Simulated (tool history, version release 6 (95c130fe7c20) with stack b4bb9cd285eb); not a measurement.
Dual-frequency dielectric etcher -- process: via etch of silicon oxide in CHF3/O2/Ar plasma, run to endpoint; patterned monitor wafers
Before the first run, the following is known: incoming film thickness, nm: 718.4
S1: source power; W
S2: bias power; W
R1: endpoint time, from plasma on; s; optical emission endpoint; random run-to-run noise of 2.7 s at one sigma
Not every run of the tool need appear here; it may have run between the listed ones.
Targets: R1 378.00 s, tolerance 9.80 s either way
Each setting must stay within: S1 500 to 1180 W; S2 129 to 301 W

run  hour   S1   S2      R1
  1   0.0  840  215  288.87
  2   6.5  800  206  301.48
  3   7.2  800  231  292.56
  4  10.3  760  222  303.51
  5  17.8  670  222  331.04
  6  20.3  650  221  338.44
  7  24.1  500  195  439.84
  8  31.5  520  195  425.91
     34.7  -- bias power generator calibrated
  9  34.7  530  195  417.98
 10  42.1  540  195  413.74
 11  44.6  550  195  406.27

Pick the move, out of 4, that brings all results within their allowed miss; only one does.
  A  47.1  550  216   ?
  B  47.1  540  222   ?
  C  47.1  540  210   ?
  D  47.1  620  181   ?

move      R1
   A  392.17
   B  395.22
   C  402.09
   D  374.72
A: moves toward the targets from the last run without getting all of them in spec
B: moves toward the targets from the last run without getting all of them in spec
C: moves toward the targets from the last run without getting all of them in spec
D: hits every target within its allowed miss
D is the move that brings every result within its allowed miss.
